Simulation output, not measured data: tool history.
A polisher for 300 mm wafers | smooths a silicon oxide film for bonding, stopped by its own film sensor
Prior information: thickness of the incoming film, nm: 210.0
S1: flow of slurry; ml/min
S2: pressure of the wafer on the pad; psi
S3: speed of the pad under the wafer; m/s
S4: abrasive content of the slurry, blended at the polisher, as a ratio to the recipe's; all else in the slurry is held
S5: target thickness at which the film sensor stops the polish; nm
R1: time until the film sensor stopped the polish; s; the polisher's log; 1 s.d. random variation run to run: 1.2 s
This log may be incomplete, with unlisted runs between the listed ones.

run,day,S1,S2,S3,S4,S5,R1
1,0,245,2.6,0.86,1,176,32.08
2,0.042,245,2.2,0.86,1,176,37.182
3,0.15,245,2.5,0.86,1,176,33.952
4,0.425,245,2.2,0.86,1,176,37.386
5,0.554,245,1.9,0.78,1,176,45.436
6,0.775,245,1.9,0.78,1.1,176,44.679
7,0.988,245,1.7,0.72,1.1,176,51.7
8,1.312,245,1.7,0.72,1.1,176,52.632

Run 9 comes next. What will it give?
9,1.442,240,1.2,0.58,1.05,176,?

{"run 9": {"R1": 82.814}}
